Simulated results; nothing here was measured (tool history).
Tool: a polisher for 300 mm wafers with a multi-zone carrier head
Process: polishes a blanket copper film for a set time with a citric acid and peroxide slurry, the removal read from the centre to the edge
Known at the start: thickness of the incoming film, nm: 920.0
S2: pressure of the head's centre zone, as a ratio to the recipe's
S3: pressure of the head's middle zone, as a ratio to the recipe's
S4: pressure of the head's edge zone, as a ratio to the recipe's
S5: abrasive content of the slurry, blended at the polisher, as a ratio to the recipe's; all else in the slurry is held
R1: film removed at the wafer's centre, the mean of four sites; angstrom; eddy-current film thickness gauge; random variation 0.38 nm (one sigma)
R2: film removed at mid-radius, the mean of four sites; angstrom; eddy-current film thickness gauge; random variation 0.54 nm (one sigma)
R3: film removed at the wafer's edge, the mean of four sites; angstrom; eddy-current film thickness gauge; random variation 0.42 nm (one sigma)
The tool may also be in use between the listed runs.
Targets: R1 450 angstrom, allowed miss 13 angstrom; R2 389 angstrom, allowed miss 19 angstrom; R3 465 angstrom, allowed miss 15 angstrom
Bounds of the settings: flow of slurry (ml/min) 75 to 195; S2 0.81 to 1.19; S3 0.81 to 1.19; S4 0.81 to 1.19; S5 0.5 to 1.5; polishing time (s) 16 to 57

{"run": 1, "day": 0.0, "flow of slurry (ml/min)": 125, "S2": 1, "S3": 1, "S4": 1, "S5": 1, "polishing time (s)": 36, "R1": 558.36, "R2": 551.68, "R3": 551.37}
{"run": 2, "day": 0.238, "flow of slurry (ml/min)": 115, "S2": 0.99, "S3": 0.96, "S4": 0.99, "S5": 0.9, "polishing time (s)": 36, "R1": 534.99, "R2": 515.91, "R3": 528.79}
{"run": 3, "day": 0.479, "flow of slurry (ml/min)": 105, "S2": 0.98, "S3": 0.92, "S4": 1, "S5": 0.8, "polishing time (s)": 36, "R1": 506.85, "R2": 480.6, "R3": 505.94}
{"run": 4, "day": 0.654, "flow of slurry (ml/min)": 100, "S2": 0.98, "S3": 0.89, "S4": 1.02, "S5": 0.75, "polishing time (s)": 36, "R1": 487.79, "R2": 445.16, "R3": 505.6}
{"run": 5, "day": 0.758, "flow of slurry (ml/min)": 100, "S2": 0.9, "S3": 0.89, "S4": 1.02, "S5": 0.75, "polishing time (s)": 36, "R1": 451.18, "R2": 461.4, "R3": 505.16}
{"run": 6, "day": 0.862, "flow of slurry (ml/min)": 95, "S2": 0.92, "S3": 0.87, "S4": 1.01, "S5": 0.7, "polishing time (s)": 36, "R1": 433.25, "R2": 423.09, "R3": 487.87}
{"run": 7, "day": 0.904, "flow of slurry (ml/min)": 95, "S2": 0.94, "S3": 0.86, "S4": 0.99, "S5": 0.7, "polishing time (s)": 36, "R1": 457.97, "R2": 429.96, "R3": 482.15}
{"run": 8, "day": 1.2, "flow of slurry (ml/min)": 90, "S2": 0.95, "S3": 0.85, "S4": 0.99, "S5": 0.7, "polishing time (s)": 36, "R1": 448.09, "R2": 416.19, "R3": 476.59}
{"run": 9, "day": 1.546, "flow of slurry (ml/min)": 90, "S2": 0.96, "S3": 0.84, "S4": 0.99, "S5": 0.7, "polishing time (s)": 36, "R1": 447.99, "R2": 413.47, "R3": 478.76}

5 next moves are on the table. One of them brings every result within its allowed miss. Which?
{"run": "A", "day": 1.892, "flow of slurry (ml/min)": 90, "S2": 0.98, "S3": 0.81, "S4": 0.97, "S5": 0.75, "polishing time (s)": 35, "R1": "?", "R2": "?", "R3": "?"}
{"run": "B", "day": 1.892, "flow of slurry (ml/min)": 85, "S2": 0.89, "S3": 0.86, "S4": 0.87, "S5": 0.6, "polishing time (s)": 41, "R1": "?", "R2": "?", "R3": "?"}
{"run": "C", "day": 1.892, "flow of slurry (ml/min)": 85, "S2": 0.95, "S3": 0.81, "S4": 1.03, "S5": 0.8, "polishing time (s)": 37, "R1": "?", "R2": "?", "R3": "?"}
{"run": "D", "day": 1.892, "flow of slurry (ml/min)": 100, "S2": 0.98, "S3": 0.95, "S4": 0.93, "S5": 0.75, "polishing time (s)": 34, "R1": "?", "R2": "?", "R3": "?"}
{"run": "E", "day": 1.892, "flow of slurry (ml/min)": 90, "S2": 0.99, "S3": 0.98, "S4": 0.95, "S5": 0.7, "polishing time (s)": 34, "R1": "?", "R2": "?", "R3": "?"}

move=A R1=452.18 R2=394.04 R3=466.75
move=B R1=451.6 R2=457.27 R3=493.44
move=C R1=456.81 R2=412.29 R3=506.5
move=D R1=458.59 R2=452.77 R3=454.48
move=E R1=439.09 R2=442.92 R3=442.68
A: meets every target
B: further off than the last run
C: further off than the last run
D: further off than the last run
E: further off than the last run
Move A is the one to make.
